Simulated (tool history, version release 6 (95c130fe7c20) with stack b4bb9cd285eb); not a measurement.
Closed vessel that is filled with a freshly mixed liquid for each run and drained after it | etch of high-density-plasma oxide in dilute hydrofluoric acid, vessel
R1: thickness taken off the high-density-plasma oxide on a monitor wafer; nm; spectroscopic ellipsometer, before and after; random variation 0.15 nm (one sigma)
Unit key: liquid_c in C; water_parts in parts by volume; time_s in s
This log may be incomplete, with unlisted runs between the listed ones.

Run 1, hour 0: liquid_c 24 C, water_parts 130 parts by volume, time_s 55 s. Result: R1 4.5094 nm.
Run 2, hour 8.8: liquid_c 26 C, water_parts 130 parts by volume, time_s 55 s. Result: R1 4.7867 nm.
Run 3, hour 13.3: liquid_c 27 C, water_parts 115 parts by volume, time_s 55 s. Result: R1 5.8539 nm.
Run 4, hour 22.4: liquid_c 27.5 C, water_parts 100 parts by volume, time_s 55 s. Result: R1 6.975 nm.
Run 5, hour 24.9: liquid_c 27.5 C, water_parts 100 parts by volume, time_s 35 s. Result: R1 4.4659 nm.
Run 6, hour 27.4: liquid_c 27.5 C, water_parts 140 parts by volume, time_s 35 s. Result: R1 2.9655 nm.
Run 7, hour 35.8: liquid_c 26.5 C, water_parts 125 parts by volume, time_s 35 s. Result: R1 3.3325 nm.
Run 8, hour 37.7: liquid_c 30.5 C, water_parts 75 parts by volume, time_s 55 s. Result: R1 10.798 nm.
Run 9, hour 44.9: liquid_c 30.5 C, water_parts 70 parts by volume, time_s 55 s. Result: R1 11.61 nm.
Run 10, hour 51.9: liquid_c 30.5 C, water_parts 65 parts by volume, time_s 55 s. Result: R1 12.438 nm.
Run 11, hour 52.8: liquid_c 30.5 C, water_parts 60 parts by volume, time_s 55 s. Result: R1 13.806 nm.

The next listed run, before its measurement:
Run 12, hour 56: liquid_c 31.5 C, water_parts 50 parts by volume, time_s 55 s. Result: R1 ?.

For run 12 the tool returned R1 17.523 nm.
